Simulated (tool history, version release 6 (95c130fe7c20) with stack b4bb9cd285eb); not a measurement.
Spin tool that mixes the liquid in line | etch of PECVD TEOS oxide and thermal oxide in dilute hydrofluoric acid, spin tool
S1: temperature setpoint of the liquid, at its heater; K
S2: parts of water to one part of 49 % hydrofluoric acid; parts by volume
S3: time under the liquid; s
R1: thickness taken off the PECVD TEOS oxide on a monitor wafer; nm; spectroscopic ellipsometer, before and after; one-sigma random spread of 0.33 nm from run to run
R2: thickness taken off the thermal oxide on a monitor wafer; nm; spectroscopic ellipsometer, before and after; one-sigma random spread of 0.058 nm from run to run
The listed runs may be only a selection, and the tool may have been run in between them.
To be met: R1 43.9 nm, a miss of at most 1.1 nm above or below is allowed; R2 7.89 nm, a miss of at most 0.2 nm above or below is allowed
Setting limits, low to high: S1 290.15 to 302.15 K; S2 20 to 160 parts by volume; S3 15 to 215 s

{"run": 1, "hour": 0.0, "S1": 294.15, "S2": 90, "S3": 110, "R1": 29.367, "R2": 5.2583}
{"run": 2, "hour": 5.3, "S1": 294.15, "S2": 100, "S3": 110, "R1": 25.922, "R2": 4.7113}
{"run": 3, "hour": 11.0, "S1": 294.15, "S2": 120, "S3": 110, "R1": 20.929, "R2": 3.7714}
{"run": 4, "hour": 19.3, "S1": 296.65, "S2": 110, "S3": 110, "R1": 25.502, "R2": 4.565}
{"hour": 20.3, "done": "thermometer replaced"}
{"run": 5, "hour": 20.3, "S1": 300.15, "S2": 110, "S3": 110, "R1": 27.805, "R2": 5.0388}
{"run": 6, "hour": 26.5, "S1": 300.65, "S2": 100, "S3": 110, "R1": 32.073, "R2": 5.7062}
{"run": 7, "hour": 34.1, "S1": 300.65, "S2": 100, "S3": 110, "R1": 32.042, "R2": 5.7747}
{"run": 8, "hour": 35.1, "S1": 301.15, "S2": 90, "S3": 110, "R1": 36.426, "R2": 6.6914}
{"run": 9, "hour": 41.0, "S1": 301.65, "S2": 75, "S3": 115, "R1": 47.765, "R2": 8.66}
{"run": 10, "hour": 46.5, "S1": 300.65, "S2": 75, "S3": 115, "R1": 45.642, "R2": 8.3623}
{"run": 11, "hour": 49.7, "S1": 300.15, "S2": 80, "S3": 115, "R1": 42.559, "R2": 7.556}

Pick the move, out of 4, that brings all results within their allowed miss; only one does.
{"run": "A", "hour": 52.9, "S1": 296.15, "S2": 85, "S3": 140, "R1": "?", "R2": "?"}
{"run": "B", "hour": 52.9, "S1": 301.15, "S2": 70, "S3": 100, "R1": "?", "R2": "?"}
{"run": "C", "hour": 52.9, "S1": 302.15, "S2": 65, "S3": 80, "R1": "?", "R2": "?"}
{"run": "D", "hour": 52.9, "S1": 293.15, "S2": 70, "S3": 130, "R1": "?", "R2": "?"}

move=A R1=41.061 R2=7.304
move=B R1=44.319 R2=7.8836
move=C R1=39.992 R2=7.1139
move=D R1=41.663 R2=7.4111
A: misses by more than the last run did
B: every result lands within tolerance
C: misses by more than the last run did
D: misses by more than the last run did
B is the move that brings every result within its allowed miss.
